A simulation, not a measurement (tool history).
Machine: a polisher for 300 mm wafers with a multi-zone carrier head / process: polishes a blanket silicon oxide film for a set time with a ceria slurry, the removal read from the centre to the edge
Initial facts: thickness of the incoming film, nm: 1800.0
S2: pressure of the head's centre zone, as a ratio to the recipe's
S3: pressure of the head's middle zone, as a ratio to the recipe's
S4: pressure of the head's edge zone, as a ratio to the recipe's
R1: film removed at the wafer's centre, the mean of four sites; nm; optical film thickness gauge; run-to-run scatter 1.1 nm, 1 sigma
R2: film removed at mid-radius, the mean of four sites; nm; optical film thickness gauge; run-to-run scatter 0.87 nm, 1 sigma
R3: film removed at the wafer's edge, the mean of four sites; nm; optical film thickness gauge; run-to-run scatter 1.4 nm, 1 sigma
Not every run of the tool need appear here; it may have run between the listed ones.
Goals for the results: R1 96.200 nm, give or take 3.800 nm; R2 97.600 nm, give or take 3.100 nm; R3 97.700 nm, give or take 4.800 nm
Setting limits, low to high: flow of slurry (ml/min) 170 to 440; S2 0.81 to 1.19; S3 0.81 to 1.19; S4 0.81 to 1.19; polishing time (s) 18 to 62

Run 1, hour 0.0: flow of slurry (ml/min) 280, S2 1.00, S3 1.00, S4 1.00, polishing time (s) 40. Result: R1 126.430 nm, R2 125.340 nm, R3 123.300 nm.
Run 2, hour 1.4: flow of slurry (ml/min) 280, S2 0.92, S3 1.00, S4 1.00, polishing time (s) 40. Result: R1 120.690 nm, R2 123.560 nm, R3 125.160 nm.
Run 3, hour 4.5: flow of slurry (ml/min) 275, S2 0.91, S3 0.99, S4 0.98, polishing time (s) 39. Result: R1 112.940 nm, R2 120.160 nm, R3 120.210 nm.
Run 4, hour 9.2: flow of slurry (ml/min) 275, S2 0.91, S3 1.04, S4 0.98, polishing time (s) 39. Result: R1 115.170 nm, R2 126.380 nm, R3 118.290 nm.
Run 5, hour 13.1: flow of slurry (ml/min) 220, S2 0.91, S3 1.04, S4 0.98, polishing time (s) 39. Result: R1 112.700 nm, R2 122.790 nm, R3 119.680 nm.
Run 6, hour 20.8: flow of slurry (ml/min) 230, S2 0.91, S3 1.02, S4 0.97, polishing time (s) 38. Result: R1 108.900 nm, R2 116.660 nm, R3 116.610 nm.
Run 7, hour 22.9: flow of slurry (ml/min) 245, S2 0.92, S3 1.01, S4 0.96, polishing time (s) 37. Result: R1 107.970 nm, R2 114.450 nm, R3 110.520 nm.
Run 8, hour 27.3: flow of slurry (ml/min) 245, S2 0.91, S3 0.99, S4 0.94, polishing time (s) 37. Result: R1 106.260 nm, R2 113.060 nm, R3 111.400 nm.
Run 9, hour 32.7: flow of slurry (ml/min) 250, S2 0.91, S3 0.98, S4 0.93, polishing time (s) 36. Result: R1 102.920 nm, R2 108.940 nm, R3 106.920 nm.
Run 10, hour 37.8: flow of slurry (ml/min) 250, S2 0.91, S3 0.97, S4 0.92, polishing time (s) 36. Result: R1 104.040 nm, R2 107.330 nm, R3 108.340 nm.
Run 11, hour 44.1: flow of slurry (ml/min) 255, S2 0.91, S3 0.97, S4 0.91, polishing time (s) 35. Result: R1 101.700 nm, R2 104.940 nm, R3 104.890 nm.
Run 12, hour 48.9: flow of slurry (ml/min) 255, S2 0.91, S3 0.97, S4 0.90, polishing time (s) 35. Result: R1 102.400 nm, R2 103.390 nm, R3 103.430 nm.
Run 13, hour 55.5: flow of slurry (ml/min) 255, S2 0.90, S3 0.97, S4 0.89, polishing time (s) 35. Result: R1 100.020 nm, R2 105.210 nm, R3 101.940 nm.
Run 14, hour 59.1: flow of slurry (ml/min) 250, S2 0.90, S3 0.96, S4 0.88, polishing time (s) 35. Result: R1 99.059 nm, R2 102.880 nm, R3 104.420 nm.
Run 15, hour 64.9: flow of slurry (ml/min) 255, S2 0.91, S3 0.96, S4 0.87, polishing time (s) 34. Result: R1 99.500 nm, R2 102.590 nm, R3 96.440 nm.
Run 16, hour 67.2: flow of slurry (ml/min) 250, S2 0.91, S3 0.96, S4 0.87, polishing time (s) 34. Result: R1 98.775 nm, R2 100.990 nm, R3 99.151 nm.

Below are 4 possible settings for the next run. Only one of them brings all results inside the allowed miss of their targets. Which is it?
Run A, hour 69.5: flow of slurry (ml/min) 305, S2 0.87, S3 0.98, S4 0.91, polishing time (s) 34. Result: R1 ?, R2 ?, R3 ?.
Run B, hour 69.5: flow of slurry (ml/min) 195, S2 0.93, S3 1.06, S4 0.83, polishing time (s) 34. Result: R1 ?, R2 ?, R3 ?.
Run C, hour 69.5: flow of slurry (ml/min) 185, S2 0.93, S3 0.95, S4 0.85, polishing time (s) 35. Result: R1 ?, R2 ?, R3 ?.
Run D, hour 69.5: flow of slurry (ml/min) 235, S2 0.88, S3 0.89, S4 0.97, polishing time (s) 35. Result: R1 ?, R2 ?, R3 ?.

move      R1       R2       R3
   A  98.770  104.910  102.400
   B  96.392  105.460   93.742
   C  98.085   98.012   96.978
   D  98.839   96.542  106.180
A: lands further from the targets than the last run did
B: lands further from the targets than the last run did
C: each result inside its tolerance
D: puts the biggest miss on target and leaves a different result outside tolerance
C meets every target.
